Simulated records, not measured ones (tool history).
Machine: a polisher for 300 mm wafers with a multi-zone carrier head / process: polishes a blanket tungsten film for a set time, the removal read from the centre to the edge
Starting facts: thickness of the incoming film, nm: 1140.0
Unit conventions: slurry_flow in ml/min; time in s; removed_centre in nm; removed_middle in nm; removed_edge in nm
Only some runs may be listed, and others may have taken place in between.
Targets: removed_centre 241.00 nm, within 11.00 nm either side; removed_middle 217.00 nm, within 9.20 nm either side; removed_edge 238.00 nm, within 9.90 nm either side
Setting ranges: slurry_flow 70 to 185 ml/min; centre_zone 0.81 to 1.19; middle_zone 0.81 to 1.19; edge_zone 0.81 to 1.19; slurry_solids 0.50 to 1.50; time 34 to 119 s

{"run": 1, "hour": 0.0, "slurry_flow": 120, "centre_zone": 1.0, "middle_zone": 1.0, "edge_zone": 1.0, "slurry_solids": 1.0, "time": 76, "removed_centre": 293.93, "removed_middle": 285.33, "removed_edge": 295.93}
{"run": 2, "hour": 7.4, "slurry_flow": 120, "centre_zone": 1.0, "middle_zone": 1.05, "edge_zone": 1.0, "slurry_solids": 1.0, "time": 76, "removed_centre": 295.88, "removed_middle": 302.25, "removed_edge": 294.31}
{"run": 3, "hour": 10.0, "slurry_flow": 105, "centre_zone": 1.0, "middle_zone": 1.05, "edge_zone": 1.0, "slurry_solids": 1.0, "time": 76, "removed_centre": 285.05, "removed_middle": 295.82, "removed_edge": 291.79}
{"run": 4, "hour": 15.0, "slurry_flow": 105, "centre_zone": 1.0, "middle_zone": 1.02, "edge_zone": 1.0, "slurry_solids": 1.0, "time": 76, "removed_centre": 286.87, "removed_middle": 293.12, "removed_edge": 290.34}
{"run": 5, "hour": 21.9, "slurry_flow": 105, "centre_zone": 1.0, "middle_zone": 0.97, "edge_zone": 1.0, "slurry_solids": 1.0, "time": 76, "removed_centre": 287.58, "removed_middle": 273.62, "removed_edge": 292.84}
{"run": 6, "hour": 22.8, "slurry_flow": 105, "centre_zone": 1.0, "middle_zone": 0.97, "edge_zone": 1.05, "slurry_solids": 1.0, "time": 76, "removed_centre": 287.0, "removed_middle": 277.54, "removed_edge": 299.81}
{"run": 7, "hour": 26.4, "slurry_flow": 105, "centre_zone": 1.0, "middle_zone": 0.95, "edge_zone": 1.01, "slurry_solids": 0.85, "time": 75, "removed_centre": 273.6, "removed_middle": 255.83, "removed_edge": 283.12}
{"run": 8, "hour": 28.8, "slurry_flow": 105, "centre_zone": 1.0, "middle_zone": 0.95, "edge_zone": 1.01, "slurry_solids": 0.85, "time": 75, "removed_centre": 271.21, "removed_middle": 258.53, "removed_edge": 277.47}
{"run": 9, "hour": 33.8, "slurry_flow": 105, "centre_zone": 1.0, "middle_zone": 0.93, "edge_zone": 0.98, "slurry_solids": 0.8, "time": 75, "removed_centre": 268.15, "removed_middle": 249.38, "removed_edge": 268.19}
{"run": 10, "hour": 40.5, "slurry_flow": 100, "centre_zone": 0.99, "middle_zone": 0.91, "edge_zone": 0.96, "slurry_solids": 0.75, "time": 75, "removed_centre": 257.51, "removed_middle": 239.31, "removed_edge": 259.85}
{"run": 11, "hour": 41.3, "slurry_flow": 95, "centre_zone": 0.99, "middle_zone": 0.9, "edge_zone": 0.94, "slurry_solids": 0.75, "time": 75, "removed_centre": 259.17, "removed_middle": 233.67, "removed_edge": 259.14}
{"run": 12, "hour": 48.0, "slurry_flow": 95, "centre_zone": 0.98, "middle_zone": 0.9, "edge_zone": 0.92, "slurry_solids": 0.7, "time": 75, "removed_centre": 247.3, "removed_middle": 231.53, "removed_edge": 248.88}

Exactly one of the 5 candidate moves below puts every result within its allowed miss. Which one?
{"run": "A", "hour": 54.7, "slurry_flow": 95, "centre_zone": 0.92, "middle_zone": 0.9, "edge_zone": 0.97, "slurry_solids": 0.55, "time": 86, "removed_centre": "?", "removed_middle": "?", "removed_edge": "?"}
{"run": "B", "hour": 54.7, "slurry_flow": 95, "centre_zone": 1.03, "middle_zone": 0.99, "edge_zone": 0.83, "slurry_solids": 0.8, "time": 72, "removed_centre": "?", "removed_middle": "?", "removed_edge": "?"}
{"run": "C", "hour": 54.7, "slurry_flow": 150, "centre_zone": 1.05, "middle_zone": 1.05, "edge_zone": 0.86, "slurry_solids": 0.5, "time": 65, "removed_centre": "?", "removed_middle": "?", "removed_edge": "?"}
{"run": "D", "hour": 54.7, "slurry_flow": 70, "centre_zone": 0.87, "middle_zone": 0.95, "edge_zone": 1.01, "slurry_solids": 0.55, "time": 85, "removed_centre": "?", "removed_middle": "?", "removed_edge": "?"}
{"run": "E", "hour": 54.7, "slurry_flow": 145, "centre_zone": 0.96, "middle_zone": 0.85, "edge_zone": 0.94, "slurry_solids": 0.85, "time": 63, "removed_centre": "?", "removed_middle": "?", "removed_edge": "?"}

move=A removed_centre=256.58 removed_middle=253.53 removed_edge=279.67
move=B removed_centre=259.97 removed_middle=246.97 removed_edge=235.07
move=C removed_centre=243.23 removed_middle=234.29 removed_edge=209.61
move=D removed_centre=217.26 removed_middle=240.28 removed_edge=266.44
move=E removed_centre=237.94 removed_middle=212.73 removed_edge=235.25
A: further off than the last run
B: further off than the last run
C: further off than the last run
D: further off than the last run
E: every result lands within tolerance
Answer: E
